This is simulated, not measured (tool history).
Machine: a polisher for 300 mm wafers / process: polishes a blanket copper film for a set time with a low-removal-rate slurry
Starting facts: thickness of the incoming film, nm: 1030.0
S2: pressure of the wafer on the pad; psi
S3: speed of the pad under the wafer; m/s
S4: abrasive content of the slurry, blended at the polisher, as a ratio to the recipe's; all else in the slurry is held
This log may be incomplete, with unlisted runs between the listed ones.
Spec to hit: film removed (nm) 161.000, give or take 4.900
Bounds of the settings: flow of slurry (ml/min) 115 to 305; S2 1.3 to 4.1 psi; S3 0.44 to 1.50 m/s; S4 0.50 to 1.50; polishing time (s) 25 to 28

run 1 hour=0.0 | flow_of_slurry_(ml/min)=195 S2=2.7 S3=0.96 S4=1.00 polishing_time_(s)=28 | film_removed_(nm)=83.677
run 2 hour=6.5 | flow_of_slurry_(ml/min)=195 S2=2.1 S3=0.96 S4=1.00 polishing_time_(s)=28 | film_removed_(nm)=66.980
run 3 hour=13.0 | flow_of_slurry_(ml/min)=195 S2=2.1 S3=0.96 S4=0.85 polishing_time_(s)=28 | film_removed_(nm)=64.195
run 4 hour=19.5 | flow_of_slurry_(ml/min)=200 S2=2.4 S3=0.98 S4=0.85 polishing_time_(s)=28 | film_removed_(nm)=74.983
-- hour=21.6 head pressure recalibrated
run 5 hour=21.6 | flow_of_slurry_(ml/min)=205 S2=2.7 S3=0.98 S4=0.85 polishing_time_(s)=28 | film_removed_(nm)=76.472
run 6 hour=25.6 | flow_of_slurry_(ml/min)=205 S2=2.7 S3=0.98 S4=0.75 polishing_time_(s)=28 | film_removed_(nm)=75.673
run 7 hour=33.1 | flow_of_slurry_(ml/min)=205 S2=2.9 S3=1.04 S4=0.75 polishing_time_(s)=28 | film_removed_(nm)=86.315
run 8 hour=34.6 | flow_of_slurry_(ml/min)=205 S2=3.1 S3=1.08 S4=0.75 polishing_time_(s)=28 | film_removed_(nm)=94.566
run 9 hour=42.7 | flow_of_slurry_(ml/min)=205 S2=3.3 S3=1.12 S4=0.75 polishing_time_(s)=28 | film_removed_(nm)=102.930
run 10 hour=48.6 | flow_of_slurry_(ml/min)=205 S2=3.4 S3=1.16 S4=0.75 polishing_time_(s)=28 | film_removed_(nm)=110.510
run 11 hour=54.4 | flow_of_slurry_(ml/min)=205 S2=3.5 S3=1.18 S4=0.75 polishing_time_(s)=28 | film_removed_(nm)=114.920
run 12 hour=63.2 | flow_of_slurry_(ml/min)=205 S2=3.6 S3=1.20 S4=0.75 polishing_time_(s)=28 | film_removed_(nm)=122.270
run 13 hour=68.0 | flow_of_slurry_(ml/min)=205 S2=3.7 S3=1.22 S4=0.75 polishing_time_(s)=28 | film_removed_(nm)=126.080
run 14 hour=73.2 | flow_of_slurry_(ml/min)=230 S2=4.1 S3=1.34 S4=0.75 polishing_time_(s)=28 | film_removed_(nm)=154.760

Pick the move, out of 5, that brings all results within their allowed miss; only one does.
run A hour=78.4 | flow_of_slurry_(ml/min)=235 S2=3.8 S3=1.50 S4=0.90 polishing_time_(s)=27 | film_removed_(nm)=?
run B hour=78.4 | flow_of_slurry_(ml/min)=225 S2=4.1 S3=1.30 S4=0.80 polishing_time_(s)=27 | film_removed_(nm)=?
run C hour=78.4 | flow_of_slurry_(ml/min)=240 S2=4.1 S3=1.32 S4=0.70 polishing_time_(s)=28 | film_removed_(nm)=?
run D hour=78.4 | flow_of_slurry_(ml/min)=240 S2=4.1 S3=1.36 S4=0.80 polishing_time_(s)=26 | film_removed_(nm)=?
run E hour=78.4 | flow_of_slurry_(ml/min)=230 S2=4.0 S3=1.42 S4=0.70 polishing_time_(s)=26 | film_removed_(nm)=?

move=A film_removed_(nm)=163.130
move=B film_removed_(nm)=147.670
move=C film_removed_(nm)=151.690
move=D film_removed_(nm)=149.790
move=E film_removed_(nm)=146.920
A: meets every target
B: moves away from the targets compared with the last run
C: moves away from the targets compared with the last run
D: moves away from the targets compared with the last run
E: moves away from the targets compared with the last run
A meets every target.

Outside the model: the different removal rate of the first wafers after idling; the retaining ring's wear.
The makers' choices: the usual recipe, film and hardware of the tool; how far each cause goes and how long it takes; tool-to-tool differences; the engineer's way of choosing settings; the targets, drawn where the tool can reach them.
